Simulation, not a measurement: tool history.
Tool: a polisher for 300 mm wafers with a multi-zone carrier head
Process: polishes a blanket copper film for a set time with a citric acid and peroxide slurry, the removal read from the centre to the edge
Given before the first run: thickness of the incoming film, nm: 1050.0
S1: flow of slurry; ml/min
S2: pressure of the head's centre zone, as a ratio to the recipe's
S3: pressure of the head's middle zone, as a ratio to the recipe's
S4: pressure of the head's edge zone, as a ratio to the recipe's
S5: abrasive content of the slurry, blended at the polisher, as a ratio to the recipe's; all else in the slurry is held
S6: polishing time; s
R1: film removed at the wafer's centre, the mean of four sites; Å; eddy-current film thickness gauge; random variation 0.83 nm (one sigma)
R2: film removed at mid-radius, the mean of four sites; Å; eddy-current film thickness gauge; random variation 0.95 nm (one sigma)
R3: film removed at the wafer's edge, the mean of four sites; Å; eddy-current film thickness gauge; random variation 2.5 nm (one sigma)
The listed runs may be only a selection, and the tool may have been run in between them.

Run 1, hour 0.0: S1 250 ml/min, S2 1.00, S3 1.00, S4 1.00, S5 1.00, S6 79 s. Result: R1 1947.1 Å, R2 1928.1 Å, R3 2009.0 Å.
Run 2, hour 7.7: S1 215 ml/min, S2 1.00, S3 1.00, S4 1.00, S5 1.00, S6 79 s. Result: R1 1904.8 Å, R2 1868.8 Å, R3 2019.4 Å.
Run 3, hour 14.9: S1 215 ml/min, S2 1.00, S3 1.00, S4 1.00, S5 1.05, S6 79 s. Result: R1 1944.3 Å, R2 1926.8 Å, R3 2012.9 Å.
Run 4, hour 15.8: S1 215 ml/min, S2 1.00, S3 1.00, S4 1.00, S5 1.05, S6 60 s. Result: R1 1463.9 Å, R2 1446.1 Å, R3 1498.1 Å.
Run 5, hour 18.0: S1 200 ml/min, S2 0.97, S3 1.00, S4 1.05, S5 1.10, S6 61 s. Result: R1 1417.6 Å, R2 1473.8 Å, R3 1551.8 Å.
At hour 21.2: worn pad replaced by a new one.
Run 6, hour 21.2: S1 185 ml/min, S2 0.95, S3 0.99, S4 1.09, S5 1.15, S6 62 s. Result: R1 1560.7 Å, R2 1627.5 Å, R3 1818.7 Å.

Forecast run 7:
Run 7, hour 24.0: S1 180 ml/min, S2 0.92, S3 0.98, S4 1.07, S5 1.15, S6 62 s. Result: R1 ?, R2 ?, R3 ?.

{"run 7": {"R1": 1505.4, "R2": 1584.3, "R3": 1734.9}}
